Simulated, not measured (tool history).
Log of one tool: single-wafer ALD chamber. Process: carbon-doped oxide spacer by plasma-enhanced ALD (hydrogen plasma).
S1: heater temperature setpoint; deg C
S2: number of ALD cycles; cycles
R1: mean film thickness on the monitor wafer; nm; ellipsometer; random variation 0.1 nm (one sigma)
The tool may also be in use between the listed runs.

run 1 hour=0 | S1=420 S2=435 | R1=22.405
run 2 hour=4.5 | S1=420 S2=474 | R1=24.347
run 3 hour=12.5 | S1=420 S2=500 | R1=25.735
run 4 hour=21.7 | S1=417 S2=502 | R1=26.062
run 5 hour=27.7 | S1=414 S2=504 | R1=26.056
run 6 hour=35.2 | S1=414 S2=550 | R1=28.541
run 7 hour=38.4 | S1=414 S2=550 | R1=28.655

Forecast run 8:
run 8 hour=45.4 | S1=416 S2=542 | R1=?

Run 8 gave R1 28.135 nm.
